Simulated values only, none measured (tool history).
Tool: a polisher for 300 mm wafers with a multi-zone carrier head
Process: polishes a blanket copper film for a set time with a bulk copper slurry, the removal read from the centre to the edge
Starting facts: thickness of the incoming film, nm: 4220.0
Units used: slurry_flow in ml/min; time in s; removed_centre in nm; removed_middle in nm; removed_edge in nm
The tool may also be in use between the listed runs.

run 1 hour=0.0 | slurry_flow=205 centre_zone=1.00 middle_zone=1.00 edge_zone=1.00 slurry_solids=1.00 time=49 | removed_centre=320.44 removed_middle=317.16 removed_edge=322.48
run 2 hour=1.1 | slurry_flow=205 centre_zone=1.00 middle_zone=1.00 edge_zone=0.92 slurry_solids=1.00 time=49 | removed_centre=319.75 removed_middle=318.55 removed_edge=314.77
run 3 hour=7.8 | slurry_flow=205 centre_zone=1.00 middle_zone=1.00 edge_zone=0.92 slurry_solids=0.90 time=49 | removed_centre=313.22 removed_middle=312.96 removed_edge=304.02
run 4 hour=13.0 | slurry_flow=205 centre_zone=1.01 middle_zone=0.97 edge_zone=0.91 slurry_solids=0.85 time=46 | removed_centre=293.86 removed_middle=280.70 removed_edge=281.19
run 5 hour=15.6 | slurry_flow=205 centre_zone=1.01 middle_zone=1.01 edge_zone=0.91 slurry_solids=0.85 time=46 | removed_centre=293.93 removed_middle=293.48 removed_edge=284.29
run 6 hour=20.3 | slurry_flow=205 centre_zone=1.02 middle_zone=0.99 edge_zone=0.90 slurry_solids=0.80 time=43 | removed_centre=270.46 removed_middle=266.48 removed_edge=260.21
run 7 hour=27.3 | slurry_flow=205 centre_zone=1.03 middle_zone=0.97 edge_zone=0.89 slurry_solids=0.75 time=41 | removed_centre=256.74 removed_middle=245.31 removed_edge=243.38
run 8 hour=33.3 | slurry_flow=200 centre_zone=1.04 middle_zone=0.95 edge_zone=0.88 slurry_solids=0.70 time=40 | removed_centre=254.86 removed_middle=223.50 removed_edge=228.88
run 9 hour=37.2 | slurry_flow=195 centre_zone=1.04 middle_zone=0.94 edge_zone=0.87 slurry_solids=0.65 time=39 | removed_centre=239.92 removed_middle=218.60 removed_edge=219.50
run 10 hour=41.1 | slurry_flow=190 centre_zone=1.04 middle_zone=0.92 edge_zone=0.86 slurry_solids=0.60 time=39 | removed_centre=231.92 removed_middle=211.73 removed_edge=214.95

Run 11 is up next; what results do you expect?
run 11 hour=47.8 | slurry_flow=185 centre_zone=1.05 middle_zone=0.91 edge_zone=0.85 slurry_solids=0.60 time=38 | removed_centre=? removed_middle=? removed_edge=?

For run 11 the tool returned removed_centre 226.46 nm, removed_middle 199.50 nm, removed_edge 208.16 nm.
